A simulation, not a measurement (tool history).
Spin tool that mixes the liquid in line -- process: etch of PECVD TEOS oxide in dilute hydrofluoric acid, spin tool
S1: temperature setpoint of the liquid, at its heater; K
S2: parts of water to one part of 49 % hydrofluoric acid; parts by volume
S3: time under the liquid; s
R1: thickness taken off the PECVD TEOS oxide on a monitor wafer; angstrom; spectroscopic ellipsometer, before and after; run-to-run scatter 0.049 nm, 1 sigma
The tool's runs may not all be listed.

| run | hour | S1 | S2 | S3 | R1 |
|---|---|---|---|---|---|
| 1 | 0 | 294.15 | 120 | 50 | 45.686 |
| 2 | 5 | 294.15 | 90 | 50 | 62.544 |
| 3 | 7.9 | 294.15 | 70 | 50 | 82.637 |
| 4 | 14.5 | 292.15 | 70 | 50 | 76.27 |
| 5 | 16.9 | 292.15 | 110 | 50 | 46.612 |
| 6 | 25 | 293.65 | 110 | 50 | 49.098 |
| 7 | 25.6 | 294.65 | 110 | 50 | 51.344 |

Run 8, settings as shown, results not yet in. Your forecast:
| 8 | 28.9 | 295.15 | 110 | 50 | ? |

R1: 52.185 angstrom

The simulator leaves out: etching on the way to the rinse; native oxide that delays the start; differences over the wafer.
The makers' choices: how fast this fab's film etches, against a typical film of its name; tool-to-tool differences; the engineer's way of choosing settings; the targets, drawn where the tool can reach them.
